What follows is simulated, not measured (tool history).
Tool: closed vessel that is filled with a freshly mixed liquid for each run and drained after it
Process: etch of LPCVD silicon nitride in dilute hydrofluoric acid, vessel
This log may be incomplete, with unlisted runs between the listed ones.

run    day  temperature setpoint of the liquid (°C)  parts of water to one part of 49 % hydrofluoric acid (parts by volume)  time in the liquid (s)  thickness taken off the LPCVD silicon nitride on a monitor wafer (angstrom)
  1  0.000                                     21.0                                                                     155                     645                                                                       19.195
  2  0.204                                     21.0                                                                     155                     645                                                                       19.410
  3  0.346                                     21.0                                                                     115                     645                                                                       26.084
  4  0.496                                     21.0                                                                     115                     435                                                                       17.558
  5  0.654                                     21.0                                                                     115                     645                                                                       25.866
  6  0.879                                     23.5                                                                     115                     645                                                                       30.188
  7  0.954                                     22.0                                                                     125                     645                                                                       25.613
  8  1.208                                     21.0                                                                     130                     645                                                                       23.175
  9  1.325                                     20.0                                                                     140                     645                                                                       19.988
 10  1.512                                     19.5                                                                     145                     645                                                                       18.790

Run 11, settings as shown, results not yet in. Your forecast:
 11  1.621                                     19.0                                                                     150                     645                                                                            ?

Run 11 measured thickness taken off the LPCVD silicon nitride on a monitor wafer (angstrom) 17.483.
